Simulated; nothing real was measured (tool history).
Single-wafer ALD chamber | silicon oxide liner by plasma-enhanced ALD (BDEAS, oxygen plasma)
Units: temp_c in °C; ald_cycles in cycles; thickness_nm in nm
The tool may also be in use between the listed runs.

run  hour  temp_c  ald_cycles  thickness_nm
  1   0.0     310          78        6.7722
  2   1.6     311          73        6.2993
  3   8.9     312          70        5.9808
  4  16.5     314          68        5.8256
  5  23.9     314          76        6.5499
  6  24.9     314          83        7.1170

Forecast run 7:
  7  25.8     319          70             ?

{"run 7": {"thickness_nm": 5.9848}}
